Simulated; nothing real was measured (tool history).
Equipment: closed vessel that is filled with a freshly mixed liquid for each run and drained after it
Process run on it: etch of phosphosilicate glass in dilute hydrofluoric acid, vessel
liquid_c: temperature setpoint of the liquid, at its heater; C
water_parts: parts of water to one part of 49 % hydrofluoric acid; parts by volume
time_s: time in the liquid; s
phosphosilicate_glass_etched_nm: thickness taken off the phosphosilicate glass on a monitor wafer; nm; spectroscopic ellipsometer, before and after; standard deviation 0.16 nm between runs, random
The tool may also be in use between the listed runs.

run	day	liquid_c	water_parts	time_s	phosphosilicate_glass_etched_nm
1	0	21	165	30	17.503
2	0.275	19.5	165	30	16.594
3	0.392	21.5	150	30	19.821
4	0.654	25	150	30	22.675
5	0.996	26	140	30	25.83
6	1.258	26	140	30	25.935
7	1.296	26.5	130	30	28.3

Predict the results of run 8:
8	1.533	27	125	30	?

{"run 8": {"phosphosilicate_glass_etched_nm": 30.565}}
